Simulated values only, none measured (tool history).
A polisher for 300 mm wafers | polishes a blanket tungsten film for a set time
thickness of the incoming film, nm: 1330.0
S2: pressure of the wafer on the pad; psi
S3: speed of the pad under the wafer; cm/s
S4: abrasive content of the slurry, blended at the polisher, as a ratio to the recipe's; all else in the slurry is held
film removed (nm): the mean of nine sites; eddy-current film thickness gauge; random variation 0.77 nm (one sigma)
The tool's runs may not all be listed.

run 1 day=0 | flow_of_slurry_(ml/min)=240 S2=4.8 S3=82 S4=1 polishing_time_(s)=23 | film_removed_(nm)=136.64
run 2 day=0.262 | flow_of_slurry_(ml/min)=240 S2=3.7 S3=82 S4=1 polishing_time_(s)=23 | film_removed_(nm)=109.2
run 3 day=0.583 | flow_of_slurry_(ml/min)=285 S2=3.7 S3=82 S4=1 polishing_time_(s)=23 | film_removed_(nm)=110.74
run 4 day=0.85 | flow_of_slurry_(ml/min)=285 S2=3.7 S3=98 S4=1 polishing_time_(s)=23 | film_removed_(nm)=131.86
run 5 day=1.217 | flow_of_slurry_(ml/min)=280 S2=3.6 S3=98 S4=1 polishing_time_(s)=23 | film_removed_(nm)=129.04
run 6 day=1.388 | flow_of_slurry_(ml/min)=280 S2=3.6 S3=86 S4=1 polishing_time_(s)=23 | film_removed_(nm)=113.05

Run 7 comes next. What will it give?
run 7 day=1.538 | flow_of_slurry_(ml/min)=280 S2=3.7 S3=86 S4=1 polishing_time_(s)=23 | film_removed_(nm)=?

Run 7 gave film removed (nm) 115.75.
